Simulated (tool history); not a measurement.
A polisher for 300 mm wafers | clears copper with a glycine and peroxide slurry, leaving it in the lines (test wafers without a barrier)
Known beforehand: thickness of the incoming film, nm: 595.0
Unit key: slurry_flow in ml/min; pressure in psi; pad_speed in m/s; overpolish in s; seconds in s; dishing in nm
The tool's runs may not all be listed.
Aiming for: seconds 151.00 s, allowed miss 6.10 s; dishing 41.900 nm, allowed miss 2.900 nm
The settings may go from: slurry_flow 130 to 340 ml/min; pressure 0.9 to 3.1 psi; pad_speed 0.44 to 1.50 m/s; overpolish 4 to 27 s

| run | hour | slurry_flow | pressure | pad_speed | overpolish | seconds | dishing |
|---|---|---|---|---|---|---|---|
| 1 | 0.0 | 220 | 2.0 | 0.96 | 14 | 135.14 | 32.581 |
| 2 | 5.6 | 220 | 1.9 | 0.96 | 16 | 140.43 | 35.030 |
| 3 | 7.4 | 190 | 1.9 | 0.96 | 16 | 138.67 | 33.853 |
| 4 | 9.2 | 190 | 1.9 | 1.06 | 16 | 132.41 | 34.598 |
| 5 | 13.8 | 190 | 1.9 | 0.98 | 16 | 137.04 | 34.740 |
| 6 | 18.5 | 190 | 1.9 | 0.98 | 13 | 139.37 | 29.917 |
|  | 20.3 | head pressure recalibrated |
| 7 | 20.3 | 195 | 1.8 | 0.96 | 16 | 134.17 | 34.675 |
| 8 | 25.0 | 200 | 1.9 | 0.82 | 18 | 144.26 | 35.093 |
| 9 | 29.3 | 205 | 1.8 | 0.82 | 20 | 149.79 | 37.863 |

Of the 4 settings listed for the next run, only one would bring every result within its allowed miss of target. Which one?
| A | 33.6 | 205 | 1.8 | 0.80 | 15 | ? | ? |
| B | 33.6 | 215 | 1.5 | 0.94 | 23 | ? | ? |
| C | 33.6 | 185 | 1.9 | 0.76 | 17 | ? | ? |
| D | 33.6 | 190 | 2.2 | 0.66 | 17 | ? | ? |

| move | seconds | dishing |
|---|---|---|
| A | 151.78 | 30.894 |
| B | 151.46 | 40.833 |
| C | 154.12 | 33.505 |
| D | 154.02 | 33.728 |
A: further off than the last run
B: meets every target
C: further off than the last run
D: further off than the last run
Correct choice: B, which meets every target

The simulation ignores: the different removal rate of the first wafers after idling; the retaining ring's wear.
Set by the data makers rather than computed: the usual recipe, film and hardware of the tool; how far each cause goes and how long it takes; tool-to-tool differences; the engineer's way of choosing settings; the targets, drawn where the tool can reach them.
